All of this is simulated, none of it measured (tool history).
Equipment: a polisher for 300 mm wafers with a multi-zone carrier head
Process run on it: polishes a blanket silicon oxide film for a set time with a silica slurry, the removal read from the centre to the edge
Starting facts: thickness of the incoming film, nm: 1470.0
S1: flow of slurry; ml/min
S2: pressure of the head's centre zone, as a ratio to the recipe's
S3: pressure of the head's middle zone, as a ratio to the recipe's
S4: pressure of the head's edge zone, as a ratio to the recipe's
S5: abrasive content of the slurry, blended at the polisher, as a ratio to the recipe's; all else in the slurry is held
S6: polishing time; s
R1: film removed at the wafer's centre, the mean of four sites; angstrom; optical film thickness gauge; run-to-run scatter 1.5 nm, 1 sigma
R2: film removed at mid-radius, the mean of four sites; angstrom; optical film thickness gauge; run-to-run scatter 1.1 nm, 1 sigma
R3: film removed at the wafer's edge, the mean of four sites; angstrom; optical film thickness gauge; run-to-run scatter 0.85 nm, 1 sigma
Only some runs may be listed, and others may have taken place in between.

run 1 day=0.000 | S1=270 S2=1.00 S3=1.00 S4=1.00 S5=1.00 S6=45 | R1=1717.60 R2=1691.50 R3=1705.50
run 2 day=0.117 | S1=295 S2=1.00 S3=1.00 S4=1.00 S5=1.00 S6=45 | R1=1725.90 R2=1752.60 R3=1683.60
run 3 day=0.342 | S1=300 S2=1.01 S3=0.99 S4=0.99 S5=0.95 S6=43 | R1=1614.00 R2=1570.00 R3=1555.90
run 4 day=0.417 | S1=300 S2=0.93 S3=0.99 S4=0.99 S5=0.95 S6=43 | R1=1552.40 R2=1604.50 R3=1568.20
run 5 day=0.679 | S1=300 S2=0.93 S3=0.94 S4=0.99 S5=0.95 S6=43 | R1=1527.10 R2=1536.00 R3=1542.30
run 6 day=0.971 | S1=305 S2=0.94 S3=0.93 S4=0.97 S5=0.90 S6=41 | R1=1413.10 R2=1441.00 R3=1444.10
run 7 day=1.325 | S1=315 S2=0.98 S3=0.93 S4=0.96 S5=0.85 S6=39 | R1=1315.40 R2=1294.90 R3=1312.80
run 8 day=1.542 | S1=325 S2=1.01 S3=0.93 S4=0.94 S5=0.80 S6=38 | R1=1295.20 R2=1206.10 R3=1213.60
run 9 day=1.788 | S1=325 S2=1.01 S3=0.93 S4=0.93 S5=0.75 S6=38 | R1=1222.70 R2=1172.50 R3=1184.40
run 10 day=2.071 | S1=335 S2=1.03 S3=0.93 S4=0.91 S5=0.70 S6=38 | R1=1197.30 R2=1095.80 R3=1094.50
run 11 day=2.204 | S1=335 S2=1.03 S3=0.93 S4=0.90 S5=0.65 S6=38 | R1=1120.50 R2=1035.90 R3=1032.40
run 12 day=2.321 | S1=335 S2=1.03 S3=0.93 S4=0.89 S5=0.65 S6=38 | R1=1108.60 R2=1021.90 R3=1019.60
run 13 day=2.683 | S1=335 S2=1.03 S3=0.93 S4=0.88 S5=0.65 S6=38 | R1=1106.20 R2=1066.10 R3=1008.10
run 14 day=2.967 | S1=335 S2=1.03 S3=0.92 S4=0.87 S5=0.65 S6=38 | R1=1130.90 R2=1049.30 R3=1005.60
run 15 day=3.092 | S1=335 S2=1.03 S3=0.91 S4=0.87 S5=0.65 S6=38 | R1=1136.00 R2=1035.50 R3=1004.20
run 16 day=3.321 | S1=315 S2=1.01 S3=0.88 S4=0.81 S5=0.50 S6=37 | R1=807.54 R2=747.98 R3=737.54
run 17 day=3.654 | S1=325 S2=1.02 S3=0.89 S4=0.82 S5=0.50 S6=37 | R1=821.76 R2=762.43 R3=746.88
run 18 day=3.729 | S1=345 S2=1.12 S3=0.99 S4=0.92 S5=0.75 S6=37 | R1=1300.80 R2=1153.30 R3=1118.90
run 19 day=4.033 | S1=325 S2=1.11 S3=0.98 S4=0.91 S5=0.75 S6=37 | R1=1260.30 R2=1166.00 R3=1116.40
run 20 day=4.167 | S1=330 S2=1.11 S3=0.94 S4=0.87 S5=0.50 S6=32 | R1=767.87 R2=690.71 R3=653.15
run 21 day=4.300 | S1=340 S2=1.19 S3=1.04 S4=0.97 S5=0.55 S6=29 | R1=803.23 R2=724.75 R3=700.02

Predict the results of run 22:
run 22 day=4.388 | S1=350 S2=1.19 S3=1.04 S4=0.97 S5=0.55 S6=29 | R1=? R2=? R3=?

{"run 22": {"R1": 810.73, "R2": 747.53, "R3": 690.69}}
